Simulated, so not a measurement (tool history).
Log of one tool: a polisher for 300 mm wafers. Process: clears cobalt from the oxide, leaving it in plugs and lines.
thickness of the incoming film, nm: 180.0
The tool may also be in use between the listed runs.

| run | day | flow of slurry (ml/min) | pressure of the wafer on the pad (psi) | speed of the pad under the wafer (cm/s) | overpolish time after the end point (s) | time until the end point was called (s) | dishing of a wide line in a test structure (angstrom) |
|---|---|---|---|---|---|---|---|
| 1 | 0 | 280 | 1.2 | 104 | 15 | 60.095 | 345.18 |
| 2 | 0.125 | 315 | 1.2 | 104 | 15 | 58.538 | 352.82 |
| 3 | 0.471 | 315 | 1.2 | 92 | 15 | 64.683 | 330.05 |
| 4 | 0.675 | 315 | 1.2 | 92 | 9 | 64.644 | 214.5 |
| 5 | 0.921 | 315 | 1.2 | 92 | 13 | 64.56 | 288 |
| 6 | 1.071 | 315 | 1.2 | 72 | 13 | 75.448 | 256.2 |

Run 7 comes next. What will it give?
| 7 | 1.292 | 315 | 1.3 | 74 | 14 | ? | ? |

Run 7 gave time until the end point was called (s) 73.341, dishing of a wide line in a test structure (angstrom) 282.44.
